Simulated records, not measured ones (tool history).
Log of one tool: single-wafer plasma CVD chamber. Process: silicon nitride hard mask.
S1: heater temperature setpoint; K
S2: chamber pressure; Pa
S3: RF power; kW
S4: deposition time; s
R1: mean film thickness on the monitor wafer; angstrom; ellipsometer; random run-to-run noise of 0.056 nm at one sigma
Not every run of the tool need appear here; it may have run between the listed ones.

{"run": 1, "hour": 0.0, "S1": 693.15, "S2": 244, "S3": 0.25, "S4": 16.0, "R1": 172.94}
{"run": 2, "hour": 6.1, "S1": 693.15, "S2": 233, "S3": 0.245, "S4": 16.0, "R1": 168.93}
{"run": 3, "hour": 8.4, "S1": 693.15, "S2": 233, "S3": 0.225, "S4": 16.0, "R1": 161.13}
{"run": 4, "hour": 9.2, "S1": 693.15, "S2": 228, "S3": 0.225, "S4": 16.0, "R1": 160.84}
{"run": 5, "hour": 10.2, "S1": 693.15, "S2": 224, "S3": 0.22, "S4": 16.0, "R1": 157.28}
{"run": 6, "hour": 18.5, "S1": 693.15, "S2": 224, "S3": 0.24, "S4": 16.0, "R1": 165.07}

Run 7 comes next. What will it give?
{"run": 7, "hour": 20.9, "S1": 693.15, "S2": 217, "S3": 0.235, "S4": 16.0, "R1": "?"}

Run 7 produced R1 161.29 angstrom.
